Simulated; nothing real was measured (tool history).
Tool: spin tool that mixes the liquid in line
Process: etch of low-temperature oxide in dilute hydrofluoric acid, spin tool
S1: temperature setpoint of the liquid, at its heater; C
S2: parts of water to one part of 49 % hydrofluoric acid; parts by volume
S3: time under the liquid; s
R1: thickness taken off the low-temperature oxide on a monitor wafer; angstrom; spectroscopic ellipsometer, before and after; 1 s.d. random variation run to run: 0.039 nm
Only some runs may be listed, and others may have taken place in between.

run	hour	S1	S2	S3	R1
1	0	23	215	60	69.885
2	2.7	22	215	60	66.76
3	7.5	22	170	60	89.264
4	10.9	20.5	180	60	78.463
5	18.7	19.5	185	60	72.988
6	21.9	18.5	190	60	68.409

Run 7 comes next. What will it give?
7	26.5	18	190	60	?

{"run 7": {"R1": 67.171}}

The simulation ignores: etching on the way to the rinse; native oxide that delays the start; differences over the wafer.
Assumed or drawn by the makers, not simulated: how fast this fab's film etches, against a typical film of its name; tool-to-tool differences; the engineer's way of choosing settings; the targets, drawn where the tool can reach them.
